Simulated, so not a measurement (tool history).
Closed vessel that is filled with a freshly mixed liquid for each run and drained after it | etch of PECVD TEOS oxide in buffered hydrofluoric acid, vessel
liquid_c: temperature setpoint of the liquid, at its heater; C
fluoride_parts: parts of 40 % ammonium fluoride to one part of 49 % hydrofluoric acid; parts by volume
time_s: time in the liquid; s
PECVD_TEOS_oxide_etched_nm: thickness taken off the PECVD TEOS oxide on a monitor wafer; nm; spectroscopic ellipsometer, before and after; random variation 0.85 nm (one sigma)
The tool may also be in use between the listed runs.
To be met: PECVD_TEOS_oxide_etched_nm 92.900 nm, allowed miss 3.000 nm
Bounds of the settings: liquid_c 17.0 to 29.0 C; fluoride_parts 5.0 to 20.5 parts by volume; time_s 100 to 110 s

run,hour,liquid_c,fluoride_parts,time_s,PECVD_TEOS_oxide_etched_nm
1,0.0,21.0,12.5,100,142.470
2,2.9,20.5,13.0,100,134.800
3,6.9,20.5,13.0,110,150.590
4,15.1,20.0,13.5,110,141.890
5,21.7,19.5,14.0,110,132.040
6,30.9,19.0,14.5,110,123.330
7,37.5,18.5,15.0,110,115.950
8,42.3,18.5,15.0,110,116.490
9,49.3,18.0,15.5,110,108.530
10,56.1,17.5,16.0,110,102.460
11,57.9,17.0,16.5,110,96.328

4 next moves are on the table. One of them brings every result within its allowed miss. Which?
A,59.7,19.0,18.5,105,?
B,59.7,17.0,15.0,105,?
C,59.7,18.0,16.0,105,?
D,59.7,17.0,15.5,110,?

move,PECVD_TEOS_oxide_etched_nm
A,92.553
B,101.590
C,100.930
D,103.040
A: meets every target
B: further off than the last run
C: further off than the last run
D: further off than the last run
Answer: A
